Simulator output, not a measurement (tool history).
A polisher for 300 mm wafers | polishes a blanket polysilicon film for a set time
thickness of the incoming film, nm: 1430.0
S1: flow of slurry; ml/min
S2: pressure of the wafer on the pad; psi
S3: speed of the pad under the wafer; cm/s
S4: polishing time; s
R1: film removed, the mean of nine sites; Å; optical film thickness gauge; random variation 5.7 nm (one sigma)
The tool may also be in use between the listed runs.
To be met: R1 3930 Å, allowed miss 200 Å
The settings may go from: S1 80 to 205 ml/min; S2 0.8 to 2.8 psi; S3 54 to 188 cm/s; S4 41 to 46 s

Run 1, hour 0: S1 135 ml/min, S2 1.8 psi, S3 120 cm/s, S4 46 s. Result: R1 2986.8 Å.
Run 2, hour 5.9: S1 135 ml/min, S2 1.8 psi, S3 120 cm/s, S4 41 s. Result: R1 2721.4 Å.
Run 3, hour 10.8: S1 135 ml/min, S2 1.8 psi, S3 98 cm/s, S4 41 s. Result: R1 2245.1 Å.
Run 4, hour 15.8: S1 135 ml/min, S2 2.1 psi, S3 98 cm/s, S4 41 s. Result: R1 2514.7 Å.
Run 5, hour 21.7: S1 135 ml/min, S2 2.1 psi, S3 98 cm/s, S4 41 s. Result: R1 2528.4 Å.
Run 6, hour 26.4: S1 135 ml/min, S2 1.8 psi, S3 98 cm/s, S4 41 s. Result: R1 2192 Å.
Run 7, hour 29.5: S1 135 ml/min, S2 2.1 psi, S3 102 cm/s, S4 41 s. Result: R1 2662.9 Å.
Run 8, hour 32.2: S1 140 ml/min, S2 2.6 psi, S3 108 cm/s, S4 41 s. Result: R1 3414 Å.
Run 9, hour 36.3: S1 140 ml/min, S2 2.7 psi, S3 110 cm/s, S4 41 s. Result: R1 3558.7 Å.
Run 10, hour 42.9: S1 140 ml/min, S2 2.7 psi, S3 112 cm/s, S4 41 s. Result: R1 3608.2 Å.

Which of these 5 next moves meets every target?
Run A, hour 49.5: S1 145 ml/min, S2 2.5 psi, S3 108 cm/s, S4 41 s. Result: R1 ?.
Run B, hour 49.5: S1 140 ml/min, S2 2.5 psi, S3 108 cm/s, S4 41 s. Result: R1 ?.
Run C, hour 49.5: S1 165 ml/min, S2 2.8 psi, S3 106 cm/s, S4 45 s. Result: R1 ?.
Run D, hour 49.5: S1 120 ml/min, S2 2.6 psi, S3 104 cm/s, S4 46 s. Result: R1 ?.
Run E, hour 49.5: S1 150 ml/min, S2 2.7 psi, S3 108 cm/s, S4 42 s. Result: R1 ?.

move      R1
   A  3305.1
   B  3282.5
   C  4045.7
   D  3559.5
   E  3656.5
A: further off than the last run
B: further off than the last run
C: meets every target
D: further off than the last run
E: nearer than the last run, and not there yet
The right move is C.

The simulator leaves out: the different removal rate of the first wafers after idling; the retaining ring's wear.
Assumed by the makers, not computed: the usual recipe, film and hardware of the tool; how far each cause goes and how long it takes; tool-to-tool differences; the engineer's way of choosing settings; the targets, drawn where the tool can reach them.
